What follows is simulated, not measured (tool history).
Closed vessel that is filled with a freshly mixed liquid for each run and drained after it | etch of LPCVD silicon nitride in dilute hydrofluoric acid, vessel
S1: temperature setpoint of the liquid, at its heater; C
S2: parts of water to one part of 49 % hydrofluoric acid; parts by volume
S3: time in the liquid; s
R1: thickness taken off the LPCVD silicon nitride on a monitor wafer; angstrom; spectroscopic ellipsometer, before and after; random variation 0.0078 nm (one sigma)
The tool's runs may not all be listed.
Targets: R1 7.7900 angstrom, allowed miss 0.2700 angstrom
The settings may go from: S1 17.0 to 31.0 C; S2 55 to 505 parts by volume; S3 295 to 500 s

run  hour    S1   S2   S3       R1
  1   0.0  23.0  280  500   9.1700
  2   1.8  22.5  280  500   8.9722
  3   4.2  24.5  280  500  10.1010
  4   7.0  24.5  220  500  12.9330
  5   8.3  23.0  220  500  11.6930
  6  16.2  23.0  265  500   9.7662
  7  21.5  22.5  265  500   9.2814
  8  22.4  22.0  265  500   9.1551
  9  28.1  21.5  265  500   8.8851
 10  34.2  21.0  265  500   8.6340
 11  35.6  20.5  265  500   8.2776

Which of these 5 next moves meets every target?
  A  37.0  21.0  265  500   ?
  B  37.0  20.0  275  500   ?
  C  37.0  23.5  310  500   ?
  D  37.0  19.5  250  500   ?
  E  37.0  23.0  300  500   ?

move      R1
   A  8.6395
   B  7.8193
   C  8.6584
   D  8.3023
   E  8.6726
A: further off than the last run
B: meets every target
C: further off than the last run
D: further off than the last run
E: further off than the last run
Move B is the one to make.

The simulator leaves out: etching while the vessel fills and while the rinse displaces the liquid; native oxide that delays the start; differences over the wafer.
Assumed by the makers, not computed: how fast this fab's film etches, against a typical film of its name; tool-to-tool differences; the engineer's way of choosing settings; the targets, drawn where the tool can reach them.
